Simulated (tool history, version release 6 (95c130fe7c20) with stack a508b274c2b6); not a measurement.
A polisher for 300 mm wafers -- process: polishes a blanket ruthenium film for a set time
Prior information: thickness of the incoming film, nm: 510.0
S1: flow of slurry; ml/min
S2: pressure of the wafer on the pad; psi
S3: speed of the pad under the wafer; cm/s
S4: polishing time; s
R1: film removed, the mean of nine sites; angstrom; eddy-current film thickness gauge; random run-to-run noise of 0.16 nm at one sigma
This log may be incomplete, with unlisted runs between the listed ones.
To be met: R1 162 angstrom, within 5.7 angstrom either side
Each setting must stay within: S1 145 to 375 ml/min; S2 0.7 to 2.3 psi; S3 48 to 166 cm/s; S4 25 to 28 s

run  hour   S1   S2   S3  S4      R1
  1     0  240  1.5  106  28  247.36
  2     8  285  1.5  106  28  252.04
  3    12  245  1.5  106  28  250.55
  4  14.1  245  1.5  130  28  300.18
  5  21.2  290  1.5  130  28  311.12
  6  22.1  285  1.3  128  28  263.12
  7  28.5  285  1.2  126  28  244.36
  8  33.5  285  1.1  124  28  215.86
  9    41  285    1  124  28  199.49
 10  47.9  280    1  124  28  198.13
 11  54.9  275    1  124  28  201.46
 12  55.8  275  0.9  124  28  179.93
 13  57.4  265  0.9  124  28  178.48
 14    62  255  0.9  124  28  179.66

4 candidate next runs follow, results not yet known. Just one meets every target within its allowed miss. Identify it.
  A  66.6  300  0.8  148  25   ?
  B  66.6  260  1.2   96  27   ?
  C  66.6  275  1.1  106  27   ?
  D  66.6  315  0.9  110  28   ?

move      R1
   A  170.89
   B   175.8
   C  179.04
   D  160.96
A: nearer than the last run, and not there yet
B: nearer than the last run, and not there yet
C: as far off as the last run
D: hits every target within its allowed miss
The right move is D.
